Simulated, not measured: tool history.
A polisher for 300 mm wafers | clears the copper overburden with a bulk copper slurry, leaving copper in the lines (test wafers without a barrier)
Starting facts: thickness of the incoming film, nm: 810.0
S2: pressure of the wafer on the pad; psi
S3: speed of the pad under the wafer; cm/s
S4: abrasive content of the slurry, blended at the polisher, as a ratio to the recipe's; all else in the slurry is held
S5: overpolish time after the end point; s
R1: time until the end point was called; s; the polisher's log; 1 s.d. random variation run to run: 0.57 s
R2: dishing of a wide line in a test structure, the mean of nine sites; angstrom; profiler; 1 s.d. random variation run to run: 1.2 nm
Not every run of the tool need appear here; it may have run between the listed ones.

Run 1, hour 0.0: flow of slurry (ml/min) 130, S2 3.4 psi, S3 140 cm/s, S4 1.00, S5 19 s. Result: R1 50.675 s, R2 1270.8 angstrom.
Run 2, hour 2.2: flow of slurry (ml/min) 130, S2 3.4 psi, S3 140 cm/s, S4 1.15, S5 19 s. Result: R1 48.115 s, R2 1285.3 angstrom.
Run 3, hour 3.8: flow of slurry (ml/min) 130, S2 3.3 psi, S3 144 cm/s, S4 1.15, S5 17 s. Result: R1 48.649 s, R2 1208.1 angstrom.
Run 4, hour 9.7: flow of slurry (ml/min) 130, S2 3.3 psi, S3 146 cm/s, S4 1.15, S5 15 s. Result: R1 48.077 s, R2 1167.1 angstrom.
Run 5, hour 10.8: flow of slurry (ml/min) 130, S2 3.3 psi, S3 146 cm/s, S4 1.25, S5 15 s. Result: R1 46.522 s, R2 1180.0 angstrom.
Run 6, hour 13.0: flow of slurry (ml/min) 130, S2 3.3 psi, S3 146 cm/s, S4 1.35, S5 15 s. Result: R1 45.421 s, R2 1180.2 angstrom.

Estimate the outcome of run 7 from the log above:
Run 7, hour 15.5: flow of slurry (ml/min) 130, S2 3.3 psi, S3 148 cm/s, S4 1.35, S5 13 s. Result: R1 ?, R2 ?.

{"run 7": {"R1": 44.294, "R2": 1118.1}}

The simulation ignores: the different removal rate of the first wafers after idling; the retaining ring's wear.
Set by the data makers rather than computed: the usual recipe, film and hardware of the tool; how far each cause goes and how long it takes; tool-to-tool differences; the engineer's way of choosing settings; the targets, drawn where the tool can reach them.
